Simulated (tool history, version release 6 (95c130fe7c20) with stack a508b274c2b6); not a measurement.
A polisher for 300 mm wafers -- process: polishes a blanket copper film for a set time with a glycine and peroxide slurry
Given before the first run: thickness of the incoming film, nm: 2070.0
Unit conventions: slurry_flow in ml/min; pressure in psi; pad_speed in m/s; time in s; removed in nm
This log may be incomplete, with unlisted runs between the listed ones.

{"run": 1, "hour": 0.0, "slurry_flow": 215, "pressure": 2.2, "pad_speed": 1.1, "time": 97, "removed": 469.8}
{"run": 2, "hour": 0.9, "slurry_flow": 215, "pressure": 2, "pad_speed": 1.1, "time": 97, "removed": 425.24}
{"run": 3, "hour": 5.8, "slurry_flow": 215, "pressure": 1.9, "pad_speed": 1.1, "time": 97, "removed": 407.02}
{"run": 4, "hour": 12.4, "slurry_flow": 215, "pressure": 2.1, "pad_speed": 1.1, "time": 97, "removed": 442.31}
{"run": 5, "hour": 19.3, "slurry_flow": 215, "pressure": 1.9, "pad_speed": 1.1, "time": 97, "removed": 404.49}
{"run": 6, "hour": 24.3, "slurry_flow": 215, "pressure": 1.9, "pad_speed": 1.1, "time": 97, "removed": 411.69}
{"run": 7, "hour": 30.0, "slurry_flow": 215, "pressure": 1.8, "pad_speed": 1.1, "time": 97, "removed": 386.21}

Run 8 has not been measured yet. What should we expect?
{"run": 8, "hour": 38.1, "slurry_flow": 215, "pressure": 1.7, "pad_speed": 1.1, "time": 97, "removed": "?"}

removed: 376.25 nm

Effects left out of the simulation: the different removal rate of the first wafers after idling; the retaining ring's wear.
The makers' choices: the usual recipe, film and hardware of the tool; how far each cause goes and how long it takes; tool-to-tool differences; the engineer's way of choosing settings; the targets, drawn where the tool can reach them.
